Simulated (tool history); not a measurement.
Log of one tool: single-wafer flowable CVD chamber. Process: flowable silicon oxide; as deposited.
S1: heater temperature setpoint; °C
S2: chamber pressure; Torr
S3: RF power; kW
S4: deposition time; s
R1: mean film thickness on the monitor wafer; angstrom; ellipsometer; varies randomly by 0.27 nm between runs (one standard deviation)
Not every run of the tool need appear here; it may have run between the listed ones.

Run 1, hour 0.0: S1 110 °C, S2 0.678 Torr, S3 2.220 kW, S4 528 s. Result: R1 1874.4 angstrom.
Run 2, hour 2.5: S1 110 °C, S2 0.678 Torr, S3 2.220 kW, S4 503 s. Result: R1 1783.8 angstrom.
Run 3, hour 6.6: S1 114 °C, S2 0.678 Torr, S3 2.220 kW, S4 503 s. Result: R1 1602.7 angstrom.
Run 4, hour 8.2: S1 123 °C, S2 0.678 Torr, S3 2.220 kW, S4 503 s. Result: R1 1263.7 angstrom.
Run 5, hour 9.4: S1 123 °C, S2 0.678 Torr, S3 2.070 kW, S4 503 s. Result: R1 1243.3 angstrom.
Run 6, hour 13.2: S1 124 °C, S2 0.678 Torr, S3 2.070 kW, S4 503 s. Result: R1 1219.8 angstrom.
Run 7, hour 15.9: S1 125 °C, S2 0.678 Torr, S3 2.070 kW, S4 503 s. Result: R1 1189.0 angstrom.
Run 8, hour 18.0: S1 126 °C, S2 0.678 Torr, S3 2.070 kW, S4 503 s. Result: R1 1162.9 angstrom.

Expected results for the next run?
Run 9, hour 25.2: S1 127 °C, S2 0.678 Torr, S3 2.070 kW, S4 503 s. Result: R1 ?.

{"run 9": {"R1": 1141.6}}
